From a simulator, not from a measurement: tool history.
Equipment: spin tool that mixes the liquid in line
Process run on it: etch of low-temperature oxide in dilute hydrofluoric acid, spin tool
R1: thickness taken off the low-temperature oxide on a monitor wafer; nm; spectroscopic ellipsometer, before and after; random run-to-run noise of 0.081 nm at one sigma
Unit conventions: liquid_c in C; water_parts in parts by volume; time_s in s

Run 1, hour 0.0: liquid_c 24.0 C, water_parts 130 parts by volume, time_s 45 s. Result: R1 8.8207 nm.
Run 2, hour 5.0: liquid_c 25.5 C, water_parts 125 parts by volume, time_s 45 s. Result: R1 9.8094 nm.
Run 3, hour 12.1: liquid_c 25.5 C, water_parts 125 parts by volume, time_s 45 s. Result: R1 9.6896 nm.
Run 4, hour 15.3: liquid_c 25.5 C, water_parts 125 parts by volume, time_s 50 s. Result: R1 10.8460 nm.
Run 5, hour 21.0: liquid_c 23.5 C, water_parts 125 parts by volume, time_s 50 s. Result: R1 9.9793 nm.
Run 6, hour 25.0: liquid_c 25.0 C, water_parts 125 parts by volume, time_s 50 s. Result: R1 10.5760 nm.
Run 7, hour 32.3: liquid_c 26.0 C, water_parts 120 parts by volume, time_s 50 s. Result: R1 11.4960 nm.
At hour 38.3: hydrofluoric acid flow meter replaced.
Run 8, hour 38.3: liquid_c 27.0 C, water_parts 115 parts by volume, time_s 50 s. Result: R1 11.5820 nm.
Run 9, hour 46.8: liquid_c 27.5 C, water_parts 110 parts by volume, time_s 50 s. Result: R1 12.4320 nm.
Run 10, hour 52.5: liquid_c 28.0 C, water_parts 105 parts by volume, time_s 50 s. Result: R1 13.3650 nm.
Run 11, hour 61.4: liquid_c 28.5 C, water_parts 105 parts by volume, time_s 50 s. Result: R1 13.7220 nm.
Run 12, hour 64.2: liquid_c 28.5 C, water_parts 105 parts by volume, time_s 50 s. Result: R1 13.6600 nm.

Run 13, settings as shown, results not yet in. Your forecast:
Run 13, hour 67.2: liquid_c 29.0 C, water_parts 105 parts by volume, time_s 50 s. Result: R1 ?.

Run 13 gave R1 13.9870 nm.
